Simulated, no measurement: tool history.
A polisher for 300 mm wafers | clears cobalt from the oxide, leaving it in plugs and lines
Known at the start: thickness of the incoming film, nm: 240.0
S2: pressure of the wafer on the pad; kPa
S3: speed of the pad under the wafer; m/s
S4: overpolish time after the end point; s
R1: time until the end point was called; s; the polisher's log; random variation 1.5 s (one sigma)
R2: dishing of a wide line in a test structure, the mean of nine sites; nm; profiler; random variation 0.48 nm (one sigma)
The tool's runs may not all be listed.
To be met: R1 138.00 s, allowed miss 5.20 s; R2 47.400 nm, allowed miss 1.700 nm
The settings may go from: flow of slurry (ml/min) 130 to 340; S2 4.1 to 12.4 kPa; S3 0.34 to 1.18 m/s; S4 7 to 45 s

{"run": 1, "day": 0.0, "flow of slurry (ml/min)": 220, "S2": 8.3, "S3": 0.76, "S4": 23, "R1": 133.8, "R2": 32.686}
{"run": 2, "day": 0.188, "flow of slurry (ml/min)": 220, "S2": 8.3, "S3": 0.6, "S4": 23, "R1": 168.94, "R2": 27.922}
{"run": 3, "day": 0.254, "flow of slurry (ml/min)": 220, "S2": 8.3, "S3": 0.72, "S4": 23, "R1": 140.16, "R2": 31.897}
{"run": 4, "day": 0.317, "flow of slurry (ml/min)": 220, "S2": 10.3, "S3": 0.72, "S4": 23, "R1": 111.11, "R2": 37.133}
{"run": 5, "day": 0.6, "flow of slurry (ml/min)": 220, "S2": 10.3, "S3": 0.72, "S4": 19, "R1": 113.08, "R2": 32.259}
{"run": 6, "day": 0.692, "flow of slurry (ml/min)": 220, "S2": 11.7, "S3": 0.72, "S4": 19, "R1": 100.79, "R2": 35.403}
{"run": 7, "day": 1.0, "flow of slurry (ml/min)": 215, "S2": 11.0, "S3": 0.72, "S4": 23, "R1": 107.01, "R2": 38.844}
{"run": 8, "day": 1.112, "flow of slurry (ml/min)": 205, "S2": 10.3, "S3": 0.72, "S4": 26, "R1": 112.94, "R2": 40.138}
{"run": 9, "day": 1.462, "flow of slurry (ml/min)": 205, "S2": 10.3, "S3": 0.72, "S4": 26, "R1": 112.88, "R2": 40.437}
{"run": 10, "day": 1.742, "flow of slurry (ml/min)": 205, "S2": 9.7, "S3": 0.72, "S4": 29, "R1": 121.42, "R2": 40.729}
{"run": 11, "day": 1.829, "flow of slurry (ml/min)": 205, "S2": 9.7, "S3": 0.72, "S4": 32, "R1": 121.36, "R2": 44.17}
{"run": 12, "day": 1.883, "flow of slurry (ml/min)": 205, "S2": 9.7, "S3": 0.72, "S4": 34, "R1": 118.16, "R2": 44.834}
{"run": 13, "day": 2.121, "flow of slurry (ml/min)": 190, "S2": 9.0, "S3": 0.72, "S4": 36, "R1": 132.94, "R2": 44.474}
{"run": 14, "day": 2.496, "flow of slurry (ml/min)": 190, "S2": 9.0, "S3": 0.72, "S4": 36, "R1": 133.45, "R2": 44.144}
{"run": 15, "day": 2.858, "flow of slurry (ml/min)": 185, "S2": 9.0, "S3": 0.72, "S4": 37, "R1": 134.42, "R2": 45.78}

Which of these 4 next moves meets every target?
{"run": "A", "day": 3.221, "flow of slurry (ml/min)": 150, "S2": 10.3, "S3": 0.62, "S4": 41, "R1": "?", "R2": "?"}
{"run": "B", "day": 3.221, "flow of slurry (ml/min)": 180, "S2": 11.0, "S3": 0.64, "S4": 35, "R1": "?", "R2": "?"}
{"run": "C", "day": 3.221, "flow of slurry (ml/min)": 205, "S2": 9.0, "S3": 0.7, "S4": 33, "R1": "?", "R2": "?"}
{"run": "D", "day": 3.221, "flow of slurry (ml/min)": 170, "S2": 9.7, "S3": 0.66, "S4": 36, "R1": "?", "R2": "?"}

move=A R1=139.25 R2=47.132
move=B R1=122.52 R2=46.267
move=C R1=134.80 R2=42.239
move=D R1=136.85 R2=44.137
A: meets every target
B: brings the result that was furthest off to its target, and leaves another outside
C: further off than the last run
D: further off than the last run
Answer: A
